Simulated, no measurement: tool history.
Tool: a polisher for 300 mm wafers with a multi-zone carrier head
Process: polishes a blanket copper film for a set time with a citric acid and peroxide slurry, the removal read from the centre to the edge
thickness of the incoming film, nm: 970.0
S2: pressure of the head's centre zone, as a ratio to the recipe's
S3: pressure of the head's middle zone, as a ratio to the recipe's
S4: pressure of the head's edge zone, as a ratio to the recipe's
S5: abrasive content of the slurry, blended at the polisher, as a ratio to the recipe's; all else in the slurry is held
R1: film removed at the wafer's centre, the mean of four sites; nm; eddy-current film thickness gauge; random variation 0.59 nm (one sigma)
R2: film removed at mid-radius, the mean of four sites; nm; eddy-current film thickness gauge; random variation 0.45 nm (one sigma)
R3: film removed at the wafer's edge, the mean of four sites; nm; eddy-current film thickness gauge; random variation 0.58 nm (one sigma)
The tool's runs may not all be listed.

{"run": 1, "hour": 0.0, "flow of slurry (ml/min)": 220, "S2": 1, "S3": 1, "S4": 1, "S5": 1, "polishing time (s)": 31, "R1": 50.322, "R2": 51.717, "R3": 52.512}
{"run": 2, "hour": 1.1, "flow of slurry (ml/min)": 220, "S2": 0.94, "S3": 1, "S4": 1, "S5": 1, "polishing time (s)": 31, "R1": 46.84, "R2": 50.663, "R3": 51.73}
{"run": 3, "hour": 5.4, "flow of slurry (ml/min)": 235, "S2": 0.99, "S3": 0.99, "S4": 1.02, "S5": 1.05, "polishing time (s)": 31, "R1": 50.834, "R2": 51.799, "R3": 53.902}
{"run": 4, "hour": 8.4, "flow of slurry (ml/min)": 235, "S2": 0.99, "S3": 0.99, "S4": 1.02, "S5": 0.9, "polishing time (s)": 31, "R1": 49.572, "R2": 50.276, "R3": 51.35}
{"run": 5, "hour": 13.7, "flow of slurry (ml/min)": 245, "S2": 1.03, "S3": 0.99, "S4": 1.05, "S5": 0.95, "polishing time (s)": 31, "R1": 51.831, "R2": 50.309, "R3": 53.892}
{"run": 6, "hour": 15.7, "flow of slurry (ml/min)": 245, "S2": 1.03, "S3": 0.99, "S4": 1.05, "S5": 0.8, "polishing time (s)": 31, "R1": 50.187, "R2": 48.106, "R3": 51.656}

Run 7 comes next. What will it give?
{"run": 7, "hour": 22.1, "flow of slurry (ml/min)": 255, "S2": 1.07, "S3": 1.01, "S4": 1.07, "S5": 0.85, "polishing time (s)": 31, "R1": "?", "R2": "?", "R3": "?"}

Run 7 gave R1 53.874 nm, R2 50.773 nm, R3 52.943 nm.
